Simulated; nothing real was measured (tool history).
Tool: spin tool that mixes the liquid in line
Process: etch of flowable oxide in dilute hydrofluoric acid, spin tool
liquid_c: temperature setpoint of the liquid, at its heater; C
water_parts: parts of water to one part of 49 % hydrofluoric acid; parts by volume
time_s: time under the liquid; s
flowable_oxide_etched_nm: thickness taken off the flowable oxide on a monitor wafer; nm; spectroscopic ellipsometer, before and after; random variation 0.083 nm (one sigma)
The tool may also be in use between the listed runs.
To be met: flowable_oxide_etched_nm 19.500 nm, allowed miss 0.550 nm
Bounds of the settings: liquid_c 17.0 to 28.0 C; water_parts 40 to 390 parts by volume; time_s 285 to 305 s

run	day	liquid_c	water_parts	time_s	flowable_oxide_etched_nm
1	0.000	20.0	215	285	34.970
2	0.262	20.0	215	305	37.750
3	0.467	19.5	235	305	32.969
4	0.554	19.0	250	305	30.052
5	0.688	19.0	305	305	23.514
6	0.833	18.5	310	305	22.499
7	1.079	18.0	315	305	21.611
8	1.112	18.0	315	305	21.620
9	1.450	18.0	320	305	21.191
10	1.500	18.0	325	305	20.822

Which of these 4 next moves meets every target?
A	1.550	20.5	345	285	?
B	1.550	17.0	300	305	?
C	1.550	17.5	325	305	?
D	1.550	18.0	290	305	?

move	flowable_oxide_etched_nm
A	19.778
B	22.248
C	20.495
D	24.104
A: meets every target
B: further off than the last run
C: nearer than the last run, and not there yet
D: further off than the last run
The right move is A.
